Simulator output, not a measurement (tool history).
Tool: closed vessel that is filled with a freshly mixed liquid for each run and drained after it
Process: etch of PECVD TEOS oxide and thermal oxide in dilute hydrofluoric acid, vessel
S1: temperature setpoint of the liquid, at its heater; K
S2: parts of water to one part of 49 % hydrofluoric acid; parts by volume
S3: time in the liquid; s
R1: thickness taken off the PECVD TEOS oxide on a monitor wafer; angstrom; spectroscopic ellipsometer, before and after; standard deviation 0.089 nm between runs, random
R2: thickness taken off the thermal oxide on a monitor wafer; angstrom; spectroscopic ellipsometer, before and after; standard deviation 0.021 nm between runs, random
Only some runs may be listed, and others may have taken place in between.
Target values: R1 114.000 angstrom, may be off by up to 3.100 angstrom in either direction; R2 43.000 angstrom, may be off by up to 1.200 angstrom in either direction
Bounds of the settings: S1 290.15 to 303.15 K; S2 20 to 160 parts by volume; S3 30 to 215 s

run  hour      S1   S2   S3       R1      R2
  1   0.0  295.15   90  110  148.210  56.651
  2   2.1  295.15   90   70   94.656  35.994
  3   5.7  296.15   90   70  100.400  37.569
  4  13.0  296.15   90  110  154.830  59.328
  5  18.7  296.15  115  110  117.890  45.018
  6  24.6  296.15  135  110   99.640  37.129
  7  25.7  296.65  135  110  100.840  38.327
  8  31.8  297.15  135  110  101.780  39.062

Exactly one of the 5 candidate moves below puts every result within its allowed miss. Which one?
  A  37.9  299.65  140  110   ?   ?
  B  37.9  296.65  160  120   ?   ?
  C  37.9  290.15  135  150   ?   ?
  D  37.9  303.15  140   95   ?   ?
  E  37.9  292.65  125  135   ?   ?

move       R1      R2
   A  108.570  41.397
   B   90.403  34.469
   C  105.940  40.395
   D  106.770  40.708
   E  115.260  43.948
A: better than the last run, though not everything is in spec
B: its largest miss is bigger than the last run's
C: better than the last run, though not everything is in spec
D: better than the last run, though not everything is in spec
E: hits every target within its allowed miss
Go with E: it meets all targets.
